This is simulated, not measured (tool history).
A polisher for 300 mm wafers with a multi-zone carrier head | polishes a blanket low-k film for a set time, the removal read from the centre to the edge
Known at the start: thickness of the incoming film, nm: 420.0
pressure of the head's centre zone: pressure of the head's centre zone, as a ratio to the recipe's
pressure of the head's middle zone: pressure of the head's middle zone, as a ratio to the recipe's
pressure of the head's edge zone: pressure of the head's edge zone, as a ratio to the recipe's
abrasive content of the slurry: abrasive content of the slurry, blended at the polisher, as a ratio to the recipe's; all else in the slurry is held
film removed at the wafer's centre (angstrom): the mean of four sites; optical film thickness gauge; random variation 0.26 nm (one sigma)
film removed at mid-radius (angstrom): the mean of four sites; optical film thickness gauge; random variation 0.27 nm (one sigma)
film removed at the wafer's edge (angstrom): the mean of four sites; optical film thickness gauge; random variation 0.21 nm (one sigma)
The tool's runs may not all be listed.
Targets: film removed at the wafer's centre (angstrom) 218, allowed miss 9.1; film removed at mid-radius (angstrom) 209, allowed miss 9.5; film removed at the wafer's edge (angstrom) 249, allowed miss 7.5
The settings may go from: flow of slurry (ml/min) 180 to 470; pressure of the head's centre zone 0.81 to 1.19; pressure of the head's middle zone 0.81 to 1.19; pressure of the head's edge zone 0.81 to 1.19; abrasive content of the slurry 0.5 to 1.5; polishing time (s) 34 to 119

run  hour  flow of slurry (ml/min)  pressure of the head's centre zone  pressure of the head's middle zone  pressure of the head's edge zone  abrasive content of the slurry  polishing time (s)  film removed at the wafer's centre (angstrom)  film removed at mid-radius (angstrom)  film removed at the wafer's edge (angstrom)
  1     0                      300                                   1                                   1                                 1                               1                  76                                         295.94                                 298.43                                       296.89
  2   1.6                      300                                   1                                   1                              1.04                               1                  76                                         294.42                                 303.31                                       301.37
  3  10.2                      300                                1.08                                   1                              1.04                               1                  76                                          311.6                                 295.63                                       305.96
  4  14.5                      290                                1.05                                0.96                              1.06                             0.9                  76                                         297.39                                 272.37                                       291.47
  5  18.8                      290                                1.05                                1.03                              1.06                             0.9                  76                                         295.72                                 288.96                                       292.58
     25.4  -- worn pad replaced by a new one
  6  25.4                      280                                   1                                0.99                              1.09                             0.8                  75                                         286.81                                 282.79                                       306.61
  7  34.4                      275                                0.97                                0.96                              1.06                            0.75                  73                                         261.77                                 259.39                                       278.98
  8  42.5                      270                                0.95                                0.93                              1.06                             0.7                  73                                         251.15                                 254.53                                       271.12

Which of these 4 next moves meets every target?
  A  50.6                      350                                0.85                                0.88                              1.15                             0.6                  75                                              ?                                      ?                                            ?
  B  50.6                      265                                0.94                                0.86                              1.12                            0.75                  63                                              ?                                      ?                                            ?
  C  50.6                      300                                 0.9                                0.99                              0.99                             0.8                  82                                              ?                                      ?                                            ?
  D  50.6                      215                                1.01                                0.81                              1.02                             0.7                  72                                              ?                                      ?                                            ?

move  film removed at the wafer's centre (angstrom)  film removed at mid-radius (angstrom)  film removed at the wafer's edge (angstrom)
   A                                         217.46                                 230.18                                       271.12
   B                                         219.31                                 207.53                                       246.63
   C                                         286.83                                 310.42                                       314.59
   D                                          251.6                                  214.1                                       254.35
A: nearer than the last run, and not there yet
B: meets every target
C: further off than the last run
D: brings the result that was furthest off to its target, and leaves another outside
Move B is the one to make.

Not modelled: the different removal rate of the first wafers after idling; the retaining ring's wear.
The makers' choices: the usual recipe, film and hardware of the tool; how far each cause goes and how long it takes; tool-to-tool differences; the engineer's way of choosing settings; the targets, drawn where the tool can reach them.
